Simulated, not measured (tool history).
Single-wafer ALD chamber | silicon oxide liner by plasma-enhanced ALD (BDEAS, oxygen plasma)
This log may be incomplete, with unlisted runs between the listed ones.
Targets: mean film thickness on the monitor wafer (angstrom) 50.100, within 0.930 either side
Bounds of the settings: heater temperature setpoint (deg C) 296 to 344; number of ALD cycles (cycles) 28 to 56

| run | hour | heater temperature setpoint (deg C) | number of ALD cycles (cycles) | mean film thickness on the monitor wafer (angstrom) |
|---|---|---|---|---|
| 1 | 0.0 | 320 | 42 | 40.893 |
| 2 | 4.9 | 320 | 43 | 41.818 |
| 3 | 13.7 | 312 | 43 | 42.421 |
| 4 | 15.1 | 311 | 44 | 43.337 |
| 5 | 16.6 | 318 | 44 | 43.019 |
| 6 | 18.0 | 318 | 40 | 39.141 |
| 7 | 22.0 | 318 | 41 | 40.161 |
| 8 | 25.8 | 318 | 42 | 40.986 |
| 9 | 31.9 | 318 | 43 | 41.961 |
| 10 | 37.4 | 315 | 50 | 49.058 |

Pick the move, out of 4, that brings all results within their allowed miss; only one does.
| A | 42.9 | 305 | 47 | ? |
| B | 42.9 | 323 | 52 | ? |
| C | 42.9 | 316 | 49 | ? |
| D | 42.9 | 330 | 50 | ? |

| move | mean film thickness on the monitor wafer (angstrom) |
|---|---|
| A | 46.594 |
| B | 50.399 |
| C | 47.913 |
| D | 48.029 |
A: lands further from the targets than the last run did
B: all results land within tolerance of their targets
C: lands further from the targets than the last run did
D: lands further from the targets than the last run did
The right move is B.
